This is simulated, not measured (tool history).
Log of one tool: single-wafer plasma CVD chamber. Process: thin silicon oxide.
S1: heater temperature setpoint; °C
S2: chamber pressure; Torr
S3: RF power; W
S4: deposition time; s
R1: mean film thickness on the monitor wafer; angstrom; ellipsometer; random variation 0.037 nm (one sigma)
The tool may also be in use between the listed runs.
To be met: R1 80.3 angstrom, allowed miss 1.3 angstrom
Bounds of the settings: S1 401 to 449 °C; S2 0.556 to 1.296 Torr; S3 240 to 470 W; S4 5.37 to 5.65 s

{"run": 1, "hour": 0.0, "S1": 425, "S2": 0.926, "S3": 355, "S4": 5.65, "R1": 116.84}
{"run": 2, "hour": 5.3, "S1": 425, "S2": 0.852, "S3": 345, "S4": 5.64, "R1": 106.52}
{"run": 3, "hour": 11.0, "S1": 425, "S2": 0.852, "S3": 345, "S4": 5.37, "R1": 100.05}
{"run": 4, "hour": 16.2, "S1": 425, "S2": 0.811, "S3": 345, "S4": 5.37, "R1": 95.454}
{"run": 5, "hour": 22.1, "S1": 425, "S2": 0.811, "S3": 345, "S4": 5.65, "R1": 100.32}
{"run": 6, "hour": 28.7, "S1": 425, "S2": 0.773, "S3": 345, "S4": 5.65, "R1": 95.163}
{"run": 7, "hour": 32.8, "S1": 425, "S2": 0.746, "S3": 345, "S4": 5.65, "R1": 91.252}
{"run": 8, "hour": 38.2, "S1": 425, "S2": 0.727, "S3": 345, "S4": 5.65, "R1": 87.966}
{"run": 9, "hour": 39.8, "S1": 425, "S2": 0.714, "S3": 345, "S4": 5.65, "R1": 85.787}
{"run": 10, "hour": 46.1, "S1": 425, "S2": 0.705, "S3": 345, "S4": 5.65, "R1": 84.268}
{"run": 11, "hour": 50.9, "S1": 425, "S2": 0.699, "S3": 345, "S4": 5.65, "R1": 83.719}
{"run": 12, "hour": 59.9, "S1": 425, "S2": 0.693, "S3": 345, "S4": 5.65, "R1": 83.026}
{"run": 13, "hour": 63.2, "S1": 425, "S2": 0.689, "S3": 345, "S4": 5.65, "R1": 82.111}
{"run": 14, "hour": 66.0, "S1": 425, "S2": 0.686, "S3": 345, "S4": 5.65, "R1": 82.459}

4 next moves are on the table. One of them brings every result within its allowed miss. Which?
{"run": "A", "hour": 68.8, "S1": 422, "S2": 0.693, "S3": 360, "S4": 5.37, "R1": "?"}
{"run": "B", "hour": 68.8, "S1": 438, "S2": 0.707, "S3": 375, "S4": 5.56, "R1": "?"}
{"run": "C", "hour": 68.8, "S1": 428, "S2": 0.735, "S3": 325, "S4": 5.65, "R1": "?"}
{"run": "D", "hour": 68.8, "S1": 423, "S2": 0.704, "S3": 355, "S4": 5.58, "R1": "?"}

move=A R1=80.932
move=B R1=86.544
move=C R1=87.603
move=D R1=85.304
A: meets every target
B: further off than the last run
C: further off than the last run
D: further off than the last run
Answer: A
